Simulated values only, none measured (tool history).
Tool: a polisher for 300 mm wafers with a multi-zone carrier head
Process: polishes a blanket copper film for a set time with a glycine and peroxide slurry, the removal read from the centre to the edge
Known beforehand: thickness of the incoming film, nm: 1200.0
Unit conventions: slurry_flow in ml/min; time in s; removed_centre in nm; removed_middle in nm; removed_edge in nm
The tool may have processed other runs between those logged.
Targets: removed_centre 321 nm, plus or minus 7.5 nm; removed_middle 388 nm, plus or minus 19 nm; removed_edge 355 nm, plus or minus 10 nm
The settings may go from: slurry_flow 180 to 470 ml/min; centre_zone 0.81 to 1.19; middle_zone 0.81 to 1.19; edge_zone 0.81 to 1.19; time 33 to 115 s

| run | hour | slurry_flow | centre_zone | middle_zone | edge_zone | time | removed_centre | removed_middle | removed_edge |
|---|---|---|---|---|---|---|---|---|---|
| 1 | 0 | 300 | 1 | 1 | 1 | 73 | 466.48 | 475.76 | 468.12 |
| 2 | 6.3 | 295 | 0.96 | 1 | 0.96 | 69 | 426.03 | 446.15 | 436.8 |
| 3 | 8.1 | 255 | 0.96 | 1 | 0.96 | 69 | 410.31 | 427.59 | 428.94 |
| 4 | 12.3 | 250 | 0.93 | 1.02 | 0.93 | 66 | 386.88 | 435.76 | 402.19 |
| 5 | 21.1 | 250 | 0.93 | 0.93 | 0.93 | 66 | 385.32 | 397.71 | 399.77 |
| 6 | 25.3 | 250 | 0.93 | 0.93 | 0.93 | 75 | 434.22 | 443.59 | 457.31 |
| 7 | 34 | 240 | 0.9 | 0.94 | 0.9 | 72 | 408.45 | 440.45 | 427.47 |
| 8 | 37.2 | 230 | 0.88 | 0.94 | 0.89 | 69 | 375.39 | 397.57 | 411.61 |
| 9 | 45.1 | 230 | 0.87 | 0.97 | 0.87 | 67 | 360.02 | 412.76 | 398.44 |
| 10 | 50.3 | 230 | 0.87 | 0.98 | 0.86 | 65 | 349.08 | 409.75 | 377.81 |
| 11 | 53.8 | 225 | 0.86 | 0.97 | 0.85 | 64 | 342.04 | 384.17 | 370.31 |
| 12 | 58.8 | 220 | 0.85 | 0.98 | 0.84 | 64 | 335.61 | 394.82 | 366.75 |

Consider the 4 candidate settings below. Which is the only one whose results all fall within their allowed miss of target?
| A | 63.8 | 180 | 0.81 | 0.97 | 0.87 | 65 | ? | ? | ? |
| B | 63.8 | 235 | 0.92 | 1 | 0.83 | 59 | ? | ? | ? |
| C | 63.8 | 275 | 0.83 | 1 | 0.83 | 61 | ? | ? | ? |
| D | 63.8 | 250 | 0.89 | 1.11 | 0.81 | 62 | ? | ? | ? |

| move | removed_centre | removed_middle | removed_edge |
|---|---|---|---|
| A | 315.12 | 390.31 | 374.77 |
| B | 336.78 | 374.79 | 340.81 |
| C | 319.36 | 393.84 | 356.6 |
| D | 344.97 | 433.23 | 355.54 |
A: gets the furthest-off result to its target, but another result is out of tolerance
B: lands further from the targets than the last run did
C: hits every target within its allowed miss
D: lands further from the targets than the last run did
So the answer is move C, the one that meets all the targets.

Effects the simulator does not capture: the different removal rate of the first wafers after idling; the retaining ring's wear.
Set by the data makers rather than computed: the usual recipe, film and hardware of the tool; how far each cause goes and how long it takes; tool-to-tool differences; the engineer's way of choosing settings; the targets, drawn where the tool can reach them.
